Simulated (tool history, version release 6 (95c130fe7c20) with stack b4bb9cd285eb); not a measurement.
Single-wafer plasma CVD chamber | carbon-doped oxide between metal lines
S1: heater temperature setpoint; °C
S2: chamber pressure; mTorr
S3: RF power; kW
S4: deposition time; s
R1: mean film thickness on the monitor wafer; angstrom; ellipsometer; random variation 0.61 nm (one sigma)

run	day	S1	S2	S3	S4	R1
1	0.000	355	4450	0.465	19.7	1029.70
2	0.121	354	4550	0.470	19.7	1042.60
3	0.321	354	4550	0.470	18.7	970.79
4	0.388	354	4570	0.480	18.7	994.24
5	0.638	346	4570	0.480	18.7	1017.30
6	0.696	345	4620	0.485	18.7	1018.50
7	0.821	345	4640	0.495	18.7	1035.80
8	0.862	345	4670	0.500	18.7	1050.50

Forecast run 9:
9	1.062	345	4730	0.505	18.7	?

R1: 1062.30 angstrom
